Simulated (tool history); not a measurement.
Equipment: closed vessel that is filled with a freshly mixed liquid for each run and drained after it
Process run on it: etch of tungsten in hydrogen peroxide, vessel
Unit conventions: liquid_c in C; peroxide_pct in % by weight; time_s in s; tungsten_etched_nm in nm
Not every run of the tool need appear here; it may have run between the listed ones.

run  hour  liquid_c  peroxide_pct  time_s  tungsten_etched_nm
  1   0.0        51          20.0      30              27.720
  2   1.4        51          21.5      30              27.868
  3  10.0        51          25.0      30              30.525
  4  17.7        48          25.0      30              25.244
  5  26.8        48          22.5      30              24.081
  6  33.5        48          20.0      30              22.937
  7  36.7        46          20.0      30              19.904

For run 8, what comes out?
  8  39.1        45          20.0      30                   ?

{"run 8": {"tungsten_etched_nm": 18.833}}
